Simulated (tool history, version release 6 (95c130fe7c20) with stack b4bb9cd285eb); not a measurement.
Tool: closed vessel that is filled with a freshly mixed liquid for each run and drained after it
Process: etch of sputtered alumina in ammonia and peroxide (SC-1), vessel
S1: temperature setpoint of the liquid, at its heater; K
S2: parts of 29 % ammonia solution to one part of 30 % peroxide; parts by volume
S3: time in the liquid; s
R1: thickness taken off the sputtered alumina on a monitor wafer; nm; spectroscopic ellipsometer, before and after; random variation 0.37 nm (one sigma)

Run 1, hour 0.0: S1 326.15 K, S2 0.95 parts by volume, S3 1155 s. Result: R1 47.507 nm.
Run 2, hour 3.2: S1 326.15 K, S2 1.05 parts by volume, S3 1155 s. Result: R1 48.647 nm.
Run 3, hour 10.0: S1 326.65 K, S2 1.05 parts by volume, S3 1155 s. Result: R1 49.309 nm.
Run 4, hour 19.0: S1 333.15 K, S2 1.05 parts by volume, S3 1155 s. Result: R1 70.136 nm.
Run 5, hour 21.2: S1 333.15 K, S2 0.90 parts by volume, S3 1155 s. Result: R1 69.584 nm.
Run 6, hour 29.6: S1 332.15 K, S2 0.90 parts by volume, S3 1155 s. Result: R1 65.147 nm.
Run 7, hour 35.7: S1 331.65 K, S2 0.90 parts by volume, S3 1155 s. Result: R1 64.666 nm.

Forecast run 8:
Run 8, hour 40.4: S1 331.15 K, S2 0.90 parts by volume, S3 1155 s. Result: R1 ?.

Run 8 gave R1 62.079 nm.
